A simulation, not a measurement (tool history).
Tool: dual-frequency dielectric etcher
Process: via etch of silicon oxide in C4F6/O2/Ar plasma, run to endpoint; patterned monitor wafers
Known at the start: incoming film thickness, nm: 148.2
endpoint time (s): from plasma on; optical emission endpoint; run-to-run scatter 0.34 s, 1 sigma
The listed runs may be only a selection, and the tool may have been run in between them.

run  hour  bias power (W)  source power (W)  Ar flow (sccm)  endpoint time (s)
  1   0.0             564               390             373             32.375
  2   3.9             545               380             376             33.362
  3   9.4             528               370             378             34.551
  4  10.8             528               410             378             32.703
  5  16.5             511               400             380             34.082
  6  17.3             497               400             381             34.989
  7  24.6             487               400             381             35.056

Predict the results of run 8:
  8  29.9             476               400             381                  ?

{"run 8": {"endpoint time (s)": 35.708}}
